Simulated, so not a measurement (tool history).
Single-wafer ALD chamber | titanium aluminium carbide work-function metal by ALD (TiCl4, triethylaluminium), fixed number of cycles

run,hour,heater temperature setpoint (°C),triethylaluminium pulse time (s),mean film thickness on the monitor wafer (Å)
1,0.0,295,13.86,20.136
2,4.2,295,11.19,19.931
3,6.6,295,12.81,20.036
4,8.3,295,9.53,19.699
5,13.9,300,9.53,20.238
6,22.7,295,8.96,19.707
7,26.3,291,8.51,19.185
8,33.1,289,8.25,18.933

Forecast run 9:
9,41.4,287,8.07,?

Run 9 gave mean film thickness on the monitor wafer (Å) 18.707.
